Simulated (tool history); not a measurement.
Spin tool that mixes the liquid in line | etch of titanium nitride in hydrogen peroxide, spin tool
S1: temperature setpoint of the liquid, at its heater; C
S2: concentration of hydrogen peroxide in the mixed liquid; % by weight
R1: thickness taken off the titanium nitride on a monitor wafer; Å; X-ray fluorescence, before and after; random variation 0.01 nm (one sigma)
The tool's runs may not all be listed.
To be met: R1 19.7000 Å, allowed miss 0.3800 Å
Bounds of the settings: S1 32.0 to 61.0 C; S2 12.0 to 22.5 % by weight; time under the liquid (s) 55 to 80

{"run": 1, "hour": 0.0, "S1": 45.0, "S2": 15.5, "time under the liquid (s)": 80, "R1": 23.33}
{"run": 2, "hour": 1.4, "S1": 45.0, "S2": 15.5, "time under the liquid (s)": 55, "R1": 16.105}
{"run": 3, "hour": 4.1, "S1": 38.0, "S2": 15.5, "time under the liquid (s)": 55, "R1": 9.3772}
{"run": 4, "hour": 9.5, "S1": 39.0, "S2": 15.5, "time under the liquid (s)": 55, "R1": 10.187}
{"run": 5, "hour": 11.5, "S1": 32.0, "S2": 15.5, "time under the liquid (s)": 55, "R1": 5.8486}
{"run": 6, "hour": 12.8, "S1": 32.0, "S2": 15.5, "time under the liquid (s)": 80, "R1": 8.5635}
{"run": 7, "hour": 14.1, "S1": 33.5, "S2": 15.5, "time under the liquid (s)": 80, "R1": 9.5713}
{"run": 8, "hour": 14.9, "S1": 34.5, "S2": 15.5, "time under the liquid (s)": 80, "R1": 10.46}
{"run": 9, "hour": 23.5, "S1": 35.5, "S2": 15.5, "time under the liquid (s)": 80, "R1": 11.382}
{"run": 10, "hour": 31.4, "S1": 43.5, "S2": 15.5, "time under the liquid (s)": 80, "R1": 21.105}
{"run": 11, "hour": 33.4, "S1": 43.0, "S2": 15.5, "time under the liquid (s)": 80, "R1": 20.131}

Which of these 4 next moves meets every target?
{"run": "A", "hour": 35.4, "S1": 45.0, "S2": 15.5, "time under the liquid (s)": 65, "R1": "?"}
{"run": "B", "hour": 35.4, "S1": 47.5, "S2": 16.5, "time under the liquid (s)": 55, "R1": "?"}
{"run": "C", "hour": 35.4, "S1": 46.0, "S2": 15.5, "time under the liquid (s)": 60, "R1": "?"}
{"run": "D", "hour": 35.4, "S1": 43.0, "S2": 16.5, "time under the liquid (s)": 80, "R1": "?"}

move=A R1=18.9850
move=B R1=19.5830
move=C R1=18.8760
move=D R1=20.3790
A: takes the result that was furthest off past its target
B: meets every target
C: takes the result that was furthest off past its target
D: further off than the last run
The right move is B.
